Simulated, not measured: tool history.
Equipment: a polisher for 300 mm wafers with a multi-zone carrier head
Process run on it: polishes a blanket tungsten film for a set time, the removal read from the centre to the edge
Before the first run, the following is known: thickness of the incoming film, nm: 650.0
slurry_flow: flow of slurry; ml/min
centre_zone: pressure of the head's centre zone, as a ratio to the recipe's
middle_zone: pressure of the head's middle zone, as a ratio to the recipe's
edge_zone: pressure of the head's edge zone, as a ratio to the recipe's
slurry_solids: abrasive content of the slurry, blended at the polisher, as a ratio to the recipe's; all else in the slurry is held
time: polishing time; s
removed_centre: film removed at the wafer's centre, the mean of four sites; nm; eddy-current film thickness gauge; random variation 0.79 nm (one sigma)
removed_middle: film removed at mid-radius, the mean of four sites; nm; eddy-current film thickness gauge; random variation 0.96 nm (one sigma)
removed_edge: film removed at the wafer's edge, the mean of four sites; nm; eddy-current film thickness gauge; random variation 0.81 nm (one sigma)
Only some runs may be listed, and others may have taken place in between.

{"run": 1, "hour": 0.0, "slurry_flow": 160, "centre_zone": 1, "middle_zone": 1, "edge_zone": 1, "slurry_solids": 1, "time": 41, "removed_centre": 184.41, "removed_middle": 197.29, "removed_edge": 186.59}
{"run": 2, "hour": 1.7, "slurry_flow": 160, "centre_zone": 1.03, "middle_zone": 0.98, "edge_zone": 0.95, "slurry_solids": 0.85, "time": 34, "removed_centre": 151.32, "removed_middle": 150.09, "removed_edge": 145.12}
{"run": 3, "hour": 8.0, "slurry_flow": 190, "centre_zone": 1.03, "middle_zone": 0.98, "edge_zone": 0.95, "slurry_solids": 0.85, "time": 34, "removed_centre": 157.41, "removed_middle": 155.38, "removed_edge": 148.4}
{"run": 4, "hour": 9.0, "slurry_flow": 190, "centre_zone": 0.98, "middle_zone": 0.98, "edge_zone": 0.95, "slurry_solids": 0.85, "time": 34, "removed_centre": 151.14, "removed_middle": 155.52, "removed_edge": 147.47}
{"run": 5, "hour": 10.0, "slurry_flow": 190, "centre_zone": 0.98, "middle_zone": 0.98, "edge_zone": 0.95, "slurry_solids": 0.85, "time": 30, "removed_centre": 132.3, "removed_middle": 138.55, "removed_edge": 133.93}
{"run": 6, "hour": 12.3, "slurry_flow": 190, "centre_zone": 1.01, "middle_zone": 0.98, "edge_zone": 0.91, "slurry_solids": 0.75, "time": 27, "removed_centre": 118.56, "removed_middle": 119.15, "removed_edge": 111.36}
{"run": 7, "hour": 14.5, "slurry_flow": 170, "centre_zone": 1.03, "middle_zone": 0.97, "edge_zone": 0.88, "slurry_solids": 0.7, "time": 27, "removed_centre": 118.53, "removed_middle": 116.12, "removed_edge": 107.19}
{"run": 8, "hour": 18.3, "slurry_flow": 160, "centre_zone": 1.04, "middle_zone": 0.95, "edge_zone": 0.86, "slurry_solids": 0.65, "time": 27, "removed_centre": 114.67, "removed_middle": 109.73, "removed_edge": 105.22}
{"run": 9, "hour": 21.8, "slurry_flow": 150, "centre_zone": 1.14, "middle_zone": 0.99, "edge_zone": 0.81, "slurry_solids": 0.5, "time": 22, "removed_centre": 95.504, "removed_middle": 86.84, "removed_edge": 76.335}
{"run": 10, "hour": 28.5, "slurry_flow": 170, "centre_zone": 1.13, "middle_zone": 0.98, "edge_zone": 0.84, "slurry_solids": 0.5, "time": 22, "removed_centre": 96.176, "removed_middle": 87.671, "removed_edge": 79.585}

Forecast run 11:
{"run": 11, "hour": 37.4, "slurry_flow": 175, "centre_zone": 1.14, "middle_zone": 0.98, "edge_zone": 0.87, "slurry_solids": 0.55, "time": 22, "removed_centre": "?", "removed_middle": "?", "removed_edge": "?"}

Run 11 yielded removed_centre 99.527 nm, removed_middle 89.692 nm, removed_edge 83.089 nm.
